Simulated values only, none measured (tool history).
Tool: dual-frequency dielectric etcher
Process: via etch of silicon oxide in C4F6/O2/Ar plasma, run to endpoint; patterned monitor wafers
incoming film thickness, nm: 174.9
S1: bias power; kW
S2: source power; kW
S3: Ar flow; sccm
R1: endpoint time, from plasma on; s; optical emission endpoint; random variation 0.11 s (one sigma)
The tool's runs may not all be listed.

run 1 hour=0 | S1=0.513 S2=0.4 S3=309 | R1=32.122
run 2 hour=5.9 | S1=0.564 S2=0.41 S3=308 | R1=30.987
run 3 hour=8.3 | S1=0.606 S2=0.42 S3=307 | R1=30.064
run 4 hour=13.5 | S1=0.636 S2=0.42 S3=306 | R1=29.337
run 5 hour=17 | S1=0.652 S2=0.42 S3=306 | R1=29.281
run 6 hour=23.8 | S1=0.652 S2=0.42 S3=337 | R1=29.135

Forecast run 7:
run 7 hour=29 | S1=0.665 S2=0.42 S3=337 | R1=?

Run 7 gave R1 29.233 s.
